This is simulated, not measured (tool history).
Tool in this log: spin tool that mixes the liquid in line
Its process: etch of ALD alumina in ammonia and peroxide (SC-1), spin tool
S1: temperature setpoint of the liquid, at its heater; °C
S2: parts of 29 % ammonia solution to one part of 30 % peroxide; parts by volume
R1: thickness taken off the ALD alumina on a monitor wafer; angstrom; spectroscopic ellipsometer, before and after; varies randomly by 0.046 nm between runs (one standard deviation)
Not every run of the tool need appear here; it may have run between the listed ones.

run 1 hour=0.0 | S1=57.0 S2=0.85 time_under_the_liquid_(s)=325 | R1=226.68
run 2 hour=5.0 | S1=55.0 S2=0.85 time_under_the_liquid_(s)=325 | R1=204.26
run 3 hour=12.1 | S1=58.5 S2=0.85 time_under_the_liquid_(s)=325 | R1=247.39
run 4 hour=12.8 | S1=56.5 S2=0.85 time_under_the_liquid_(s)=325 | R1=222.37
run 5 hour=21.2 | S1=56.5 S2=0.70 time_under_the_liquid_(s)=325 | R1=217.53
run 6 hour=29.3 | S1=56.5 S2=0.95 time_under_the_liquid_(s)=325 | R1=223.92
run 7 hour=34.6 | S1=55.0 S2=0.95 time_under_the_liquid_(s)=325 | R1=206.99
run 8 hour=42.5 | S1=53.5 S2=0.95 time_under_the_liquid_(s)=325 | R1=189.63
run 9 hour=45.6 | S1=52.5 S2=0.95 time_under_the_liquid_(s)=325 | R1=180.66
run 10 hour=48.8 | S1=51.5 S2=0.95 time_under_the_liquid_(s)=325 | R1=171.05
run 11 hour=52.6 | S1=50.5 S2=0.95 time_under_the_liquid_(s)=325 | R1=162.43

Forecast run 12:
run 12 hour=60.6 | S1=49.5 S2=0.95 time_under_the_liquid_(s)=325 | R1=?

{"run 12": {"R1": 153.36}}
